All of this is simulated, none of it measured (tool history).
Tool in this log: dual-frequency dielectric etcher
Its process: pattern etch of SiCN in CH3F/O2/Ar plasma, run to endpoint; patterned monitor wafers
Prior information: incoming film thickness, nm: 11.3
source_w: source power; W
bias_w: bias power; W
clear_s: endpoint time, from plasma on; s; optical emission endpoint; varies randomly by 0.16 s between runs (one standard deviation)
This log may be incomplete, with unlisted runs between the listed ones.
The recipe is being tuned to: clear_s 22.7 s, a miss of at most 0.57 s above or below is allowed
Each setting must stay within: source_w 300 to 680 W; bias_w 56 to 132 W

run 1 hour=0 | source_w=490 bias_w=94 | clear_s=27.192
run 2 hour=2.4 | source_w=490 bias_w=103 | clear_s=26.085
run 3 hour=10.9 | source_w=490 bias_w=90 | clear_s=27.592
run 4 hour=17.5 | source_w=410 bias_w=90 | clear_s=29.732
run 5 hour=23 | source_w=410 bias_w=105 | clear_s=27.844
run 6 hour=29.3 | source_w=450 bias_w=107 | clear_s=26.358
run 7 hour=32.6 | source_w=450 bias_w=107 | clear_s=26.509
run 8 hour=38.4 | source_w=480 bias_w=108 | clear_s=25.737

Exercise: of the 5 proposed moves below, exactly one satisfies all targets within the stated allowed misses. Which move is it?
run A hour=44.2 | source_w=420 bias_w=92 | clear_s=?
run B hour=44.2 | source_w=510 bias_w=113 | clear_s=?
run C hour=44.2 | source_w=590 bias_w=116 | clear_s=?
run D hour=44.2 | source_w=440 bias_w=91 | clear_s=?
run E hour=44.2 | source_w=600 bias_w=132 | clear_s=?

move=A clear_s=28.995
move=B clear_s=24.415
move=C clear_s=22.791
move=D clear_s=28.603
move=E clear_s=21.354
A: lands further from the targets than the last run did
B: moves toward the targets from the last run without getting all of them in spec
C: all results in spec
D: lands further from the targets than the last run did
E: takes the result that was furthest off past its target
C is the move that brings every result within its allowed miss.
